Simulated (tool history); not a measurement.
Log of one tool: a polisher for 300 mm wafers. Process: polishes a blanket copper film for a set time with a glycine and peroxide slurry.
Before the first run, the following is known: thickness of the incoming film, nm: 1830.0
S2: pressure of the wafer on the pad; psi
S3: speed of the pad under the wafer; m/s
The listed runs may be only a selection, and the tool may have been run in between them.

{"run": 1, "hour": 0.0, "flow of slurry (ml/min)": 295, "S2": 2.9, "S3": 1.24, "polishing time (s)": 36, "film removed (angstrom)": 2566.9}
{"run": 2, "hour": 4.5, "flow of slurry (ml/min)": 295, "S2": 2.9, "S3": 1.24, "polishing time (s)": 32, "film removed (angstrom)": 2309.2}
{"run": 3, "hour": 5.9, "flow of slurry (ml/min)": 295, "S2": 3.2, "S3": 1.24, "polishing time (s)": 32, "film removed (angstrom)": 2536.9}
{"run": 4, "hour": 7.2, "flow of slurry (ml/min)": 295, "S2": 2.7, "S3": 1.24, "polishing time (s)": 32, "film removed (angstrom)": 2185.4}
{"run": 5, "hour": 13.7, "flow of slurry (ml/min)": 355, "S2": 2.7, "S3": 1.24, "polishing time (s)": 32, "film removed (angstrom)": 2180.9}
{"run": 6, "hour": 18.3, "flow of slurry (ml/min)": 355, "S2": 2.3, "S3": 1.24, "polishing time (s)": 32, "film removed (angstrom)": 1948.4}
{"run": 7, "hour": 24.2, "flow of slurry (ml/min)": 355, "S2": 2.6, "S3": 1.26, "polishing time (s)": 32, "film removed (angstrom)": 2178.1}
{"run": 8, "hour": 26.6, "flow of slurry (ml/min)": 355, "S2": 2.6, "S3": 1.26, "polishing time (s)": 32, "film removed (angstrom)": 2196.9}
{"run": 9, "hour": 34.5, "flow of slurry (ml/min)": 355, "S2": 2.9, "S3": 1.26, "polishing time (s)": 32, "film removed (angstrom)": 2350.8}
{"run": 10, "hour": 37.2, "flow of slurry (ml/min)": 355, "S2": 3.1, "S3": 1.28, "polishing time (s)": 32, "film removed (angstrom)": 2530.1}

Forecast run 11:
{"run": 11, "hour": 38.5, "flow of slurry (ml/min)": 355, "S2": 3.1, "S3": 1.28, "polishing time (s)": 32, "film removed (angstrom)": "?"}

film removed (angstrom): 2567.0
